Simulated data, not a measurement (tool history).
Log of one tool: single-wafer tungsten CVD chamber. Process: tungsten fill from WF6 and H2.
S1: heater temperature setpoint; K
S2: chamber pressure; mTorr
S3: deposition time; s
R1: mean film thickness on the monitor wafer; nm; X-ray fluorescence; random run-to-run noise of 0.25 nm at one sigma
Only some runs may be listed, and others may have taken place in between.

run,hour,S1,S2,S3,R1
1,0.0,643.15,45900,31.9,60.683
2,2.5,643.15,45900,33.0,63.123
3,4.3,643.15,39500,33.0,60.023
4,9.7,641.15,39400,33.0,57.134
5,16.8,649.15,39400,33.0,69.055
6,17.6,646.15,39300,33.0,64.176
7,18.2,644.15,39200,33.0,61.454
8,24.8,642.15,39100,33.0,58.262
9,31.1,641.15,39000,33.0,56.692
10,32.5,640.15,39000,33.0,55.859
11,40.6,639.15,39000,33.0,54.324
12,42.3,638.15,39000,33.0,53.228

Predict the results of run 13:
13,47.9,629.15,38700,33.0,?

R1: 41.994 nm

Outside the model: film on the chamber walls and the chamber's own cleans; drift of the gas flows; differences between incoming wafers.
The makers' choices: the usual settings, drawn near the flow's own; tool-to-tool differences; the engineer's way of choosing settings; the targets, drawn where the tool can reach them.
